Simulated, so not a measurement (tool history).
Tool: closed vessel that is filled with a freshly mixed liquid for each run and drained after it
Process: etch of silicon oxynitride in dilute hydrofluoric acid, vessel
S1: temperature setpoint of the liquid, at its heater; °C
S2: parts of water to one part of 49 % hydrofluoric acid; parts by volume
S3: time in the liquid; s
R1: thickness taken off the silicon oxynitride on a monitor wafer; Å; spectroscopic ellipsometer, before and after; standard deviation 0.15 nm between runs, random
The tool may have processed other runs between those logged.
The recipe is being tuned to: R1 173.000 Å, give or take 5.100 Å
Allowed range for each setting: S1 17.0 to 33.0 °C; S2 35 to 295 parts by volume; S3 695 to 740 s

{"run": 1, "hour": 0.0, "S1": 25.0, "S2": 165, "S3": 695, "R1": 99.773}
{"run": 2, "hour": 8.0, "S1": 25.0, "S2": 165, "S3": 695, "R1": 100.3}
{"run": 3, "hour": 10.6, "S1": 25.0, "S2": 165, "S3": 740, "R1": 107.71}
{"run": 4, "hour": 12.1, "S1": 27.0, "S2": 165, "S3": 740, "R1": 117.67}
{"run": 5, "hour": 21.1, "S1": 30.0, "S2": 165, "S3": 740, "R1": 132.17}
{"run": 6, "hour": 24.3, "S1": 30.0, "S2": 165, "S3": 740, "R1": 131.71}
{"run": 7, "hour": 32.8, "S1": 30.5, "S2": 160, "S3": 740, "R1": 139.44}
{"run": 8, "hour": 36.9, "S1": 31.0, "S2": 155, "S3": 740, "R1": 148.09}
{"run": 9, "hour": 38.7, "S1": 31.5, "S2": 150, "S3": 740, "R1": 157.11}

Which one of the following 5 next-run settings gets every result inside its allowed miss? There is exactly one.
{"run": "A", "hour": 40.5, "S1": 30.5, "S2": 155, "S3": 740, "R1": "?"}
{"run": "B", "hour": 40.5, "S1": 31.5, "S2": 140, "S3": 720, "R1": "?"}
{"run": "C", "hour": 40.5, "S1": 31.5, "S2": 145, "S3": 730, "R1": "?"}
{"run": "D", "hour": 40.5, "S1": 33.0, "S2": 155, "S3": 740, "R1": "?"}
{"run": "E", "hour": 40.5, "S1": 32.5, "S2": 135, "S3": 695, "R1": "?"}

move=A R1=143.960
move=B R1=164.310
move=C R1=160.030
move=D R1=160.060
move=E R1=172.560
A: moves away from the targets compared with the last run
B: an improvement on the last run, though not all results are within tolerance
C: an improvement on the last run, though not all results are within tolerance
D: an improvement on the last run, though not all results are within tolerance
E: hits every target within its allowed miss
Correct choice: E, which meets every target
